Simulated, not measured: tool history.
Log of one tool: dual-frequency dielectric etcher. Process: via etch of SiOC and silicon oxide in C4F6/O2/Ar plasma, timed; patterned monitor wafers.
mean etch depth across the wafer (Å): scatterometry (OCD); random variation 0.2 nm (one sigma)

| run | day | source power (W) | bias power (W) | etch time (s) | mean etch depth across the wafer (Å) |
|---|---|---|---|---|---|
| 1 | 0 | 430 | 180 | 71.5 | 859.76 |
| 2 | 0.333 | 430 | 180 | 71.5 | 861.32 |
| 3 | 0.55 | 430 | 149 | 71.5 | 800.02 |
| 4 | 0.754 | 470 | 149 | 71.5 | 823.36 |
| 5 | 0.929 | 400 | 149 | 71.5 | 781.98 |
| 6 | 1.154 | 420 | 154 | 71.5 | 804.25 |
| 7 | 1.396 | 440 | 158 | 71.5 | 824.66 |
| 8 | 1.471 | 460 | 161 | 71.5 | 843.13 |
| 9 | 1.558 | 470 | 164 | 71.5 | 853.96 |

Run 10 comes next. What will it give?
| 10 | 1.846 | 480 | 167 | 71.5 | ? |

{"run 10": {"mean etch depth across the wafer (Å)": 866.07}}

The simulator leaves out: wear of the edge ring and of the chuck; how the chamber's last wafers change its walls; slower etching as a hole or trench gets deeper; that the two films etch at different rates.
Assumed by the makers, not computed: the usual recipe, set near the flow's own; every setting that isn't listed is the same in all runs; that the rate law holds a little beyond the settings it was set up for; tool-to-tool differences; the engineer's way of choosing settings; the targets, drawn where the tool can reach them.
